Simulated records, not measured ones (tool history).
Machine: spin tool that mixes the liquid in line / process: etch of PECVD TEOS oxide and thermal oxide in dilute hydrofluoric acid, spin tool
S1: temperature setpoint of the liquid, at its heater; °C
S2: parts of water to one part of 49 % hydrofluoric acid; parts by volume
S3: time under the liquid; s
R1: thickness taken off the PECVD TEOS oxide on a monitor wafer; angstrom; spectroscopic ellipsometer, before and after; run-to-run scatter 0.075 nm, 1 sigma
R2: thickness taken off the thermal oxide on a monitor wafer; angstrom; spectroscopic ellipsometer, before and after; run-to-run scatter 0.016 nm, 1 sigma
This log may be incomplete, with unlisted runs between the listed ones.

| run | hour | S1 | S2 | S3 | R1 | R2 |
|---|---|---|---|---|---|---|
| 1 | 0.0 | 24.0 | 135 | 180 | 144.140 | 56.833 |
| 2 | 5.7 | 22.5 | 145 | 180 | 125.130 | 49.149 |
| 3 | 8.7 | 22.5 | 195 | 180 | 89.381 | 34.809 |
| 4 | 14.8 | 22.5 | 175 | 180 | 101.400 | 39.708 |
| 5 | 23.3 | 22.5 | 220 | 180 | 76.561 | 30.510 |
| 6 | 29.1 | 22.5 | 185 | 180 | 94.210 | 37.061 |
| 7 | 34.1 | 21.5 | 185 | 180 | 92.011 | 35.532 |
| 8 | 35.9 | 21.0 | 190 | 180 | 87.739 | 34.138 |

What does the tool deliver on the next run?
| 9 | 42.0 | 20.5 | 190 | 180 | ? | ? |

{"run 9": {"R1": 85.688, "R2": 33.461}}
